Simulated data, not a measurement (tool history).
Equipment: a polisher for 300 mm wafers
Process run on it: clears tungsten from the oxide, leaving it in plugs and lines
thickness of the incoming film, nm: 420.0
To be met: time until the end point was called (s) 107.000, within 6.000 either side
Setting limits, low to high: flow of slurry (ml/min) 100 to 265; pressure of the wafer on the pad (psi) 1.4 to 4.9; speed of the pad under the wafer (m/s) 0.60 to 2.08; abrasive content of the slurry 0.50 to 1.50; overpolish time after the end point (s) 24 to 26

run,hour,flow of slurry (ml/min),pressure of the wafer on the pad (psi),speed of the pad under the wafer (m/s),abrasive content of the slurry,overpolish time after the end point (s),time until the end point was called (s)
1,0.0,170,3.1,1.34,1.00,24,74.943
2,9.0,170,2.9,1.34,1.00,24,81.875
3,13.7,170,2.9,1.34,0.85,24,81.781
4,16.6,130,2.9,1.34,0.85,24,83.799
5,24.2,130,2.8,1.34,0.85,24,86.825
6,32.6,130,2.8,1.34,0.65,24,90.928
7,40.8,130,2.7,1.34,0.65,24,91.203
8,46.0,130,2.7,1.34,0.65,24,96.688

Exactly one of the 5 candidate moves below puts every result within its allowed miss. Which one?
A,51.2,140,2.2,1.38,0.75,26,?
B,51.2,130,2.6,1.16,0.50,24,?
C,51.2,150,2.7,1.34,0.65,24,?
D,51.2,125,2.6,1.50,0.75,24,?
E,51.2,150,1.9,1.48,0.50,26,?

move,time until the end point was called (s)
A,109.480
B,117.510
C,93.511
D,87.334
E,122.950
A: each result inside its tolerance
B: pushes the last run's worst result past its target
C: lands further from the targets than the last run did
D: lands further from the targets than the last run did
E: pushes the last run's worst result past its target
The right move is A.
